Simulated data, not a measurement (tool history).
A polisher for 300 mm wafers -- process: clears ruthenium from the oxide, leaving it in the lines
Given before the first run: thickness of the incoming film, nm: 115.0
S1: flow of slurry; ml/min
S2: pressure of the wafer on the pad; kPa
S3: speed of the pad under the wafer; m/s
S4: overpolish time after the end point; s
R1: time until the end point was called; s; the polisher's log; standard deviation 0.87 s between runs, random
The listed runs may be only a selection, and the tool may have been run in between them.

Run 1, hour 0: S1 240 ml/min, S2 10.3 kPa, S3 0.98 m/s, S4 13 s. Result: R1 133.89 s.
Run 2, hour 4.6: S1 240 ml/min, S2 9 kPa, S3 0.98 m/s, S4 13 s. Result: R1 151.43 s.
Run 3, hour 9.9: S1 240 ml/min, S2 9 kPa, S3 0.98 m/s, S4 13 s. Result: R1 152.49 s.
Run 4, hour 18.8: S1 240 ml/min, S2 9.7 kPa, S3 0.98 m/s, S4 13 s. Result: R1 146.05 s.
Run 5, hour 24.8: S1 240 ml/min, S2 10.3 kPa, S3 0.98 m/s, S4 13 s. Result: R1 132.73 s.
Run 6, hour 28.9: S1 240 ml/min, S2 10.3 kPa, S3 0.98 m/s, S4 13 s. Result: R1 131.76 s.
Run 7, hour 30.9: S1 240 ml/min, S2 11 kPa, S3 0.98 m/s, S4 13 s. Result: R1 127.62 s.
Run 8, hour 33.6: S1 240 ml/min, S2 11.7 kPa, S3 0.98 m/s, S4 13 s. Result: R1 118.92 s.

What will run 9 give?
Run 9, hour 36.1: S1 240 ml/min, S2 12.4 kPa, S3 0.98 m/s, S4 13 s. Result: R1 ?.

Run 9 measured R1 111.96 s.
